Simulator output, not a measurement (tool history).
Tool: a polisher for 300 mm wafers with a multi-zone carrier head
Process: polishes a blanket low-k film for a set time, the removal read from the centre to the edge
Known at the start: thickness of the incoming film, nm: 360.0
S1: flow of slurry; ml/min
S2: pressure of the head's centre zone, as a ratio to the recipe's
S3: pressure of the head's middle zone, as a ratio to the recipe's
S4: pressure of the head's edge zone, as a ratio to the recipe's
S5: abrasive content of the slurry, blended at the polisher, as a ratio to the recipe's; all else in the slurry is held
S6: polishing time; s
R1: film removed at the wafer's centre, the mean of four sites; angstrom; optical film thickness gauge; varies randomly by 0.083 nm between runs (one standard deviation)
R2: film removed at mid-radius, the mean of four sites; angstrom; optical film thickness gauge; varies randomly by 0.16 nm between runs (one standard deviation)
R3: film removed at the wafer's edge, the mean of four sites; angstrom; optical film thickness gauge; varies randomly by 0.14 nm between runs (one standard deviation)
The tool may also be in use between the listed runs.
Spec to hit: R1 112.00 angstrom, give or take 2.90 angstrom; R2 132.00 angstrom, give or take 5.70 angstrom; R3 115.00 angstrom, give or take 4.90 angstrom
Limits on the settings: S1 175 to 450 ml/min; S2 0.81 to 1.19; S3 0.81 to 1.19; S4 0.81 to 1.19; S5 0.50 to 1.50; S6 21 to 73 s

run	hour	S1	S2	S3	S4	S5	S6	R1	R2	R3
1	0.0	290	1.00	1.00	1.00	1.00	47	159.11	152.34	156.66
2	4.5	290	1.00	1.00	1.00	1.00	51	177.04	165.89	167.08
3	6.3	290	1.00	1.00	1.00	1.00	45	153.26	148.36	149.86
4	6.9	290	1.00	1.00	1.00	1.00	37	127.92	123.36	123.28
5	12.6	290	1.00	1.00	1.05	1.00	37	125.02	122.23	124.08
6	14.6	285	0.99	1.04	1.04	0.95	37	122.66	122.47	123.19
7	15.9	290	0.97	1.08	1.00	0.90	37	117.41	124.99	119.81
8	17.8	290	0.96	1.10	0.98	0.90	37	116.58	127.39	117.05
9	22.7	285	0.95	1.11	0.97	0.90	37	115.92	126.36	117.13

4 next moves are on the table. One of them brings every result within its allowed miss. Which?
A	27.6	325	0.91	1.15	0.92	0.75	40	?	?	?
B	27.6	315	0.86	1.19	0.94	0.95	37	?	?	?
C	27.6	260	0.96	1.06	0.98	0.80	41	?	?	?
D	27.6	290	0.97	1.09	1.01	0.85	38	?	?	?

move	R1	R2	R3
A	111.11	134.49	113.85
B	107.07	140.66	117.31
C	121.66	131.88	122.43
D	117.83	128.79	118.73
A: every result within its allowed miss
B: pushes the last run's worst result past its target
C: misses by more than the last run did
D: misses by more than the last run did
A is the move that brings every result within its allowed miss.
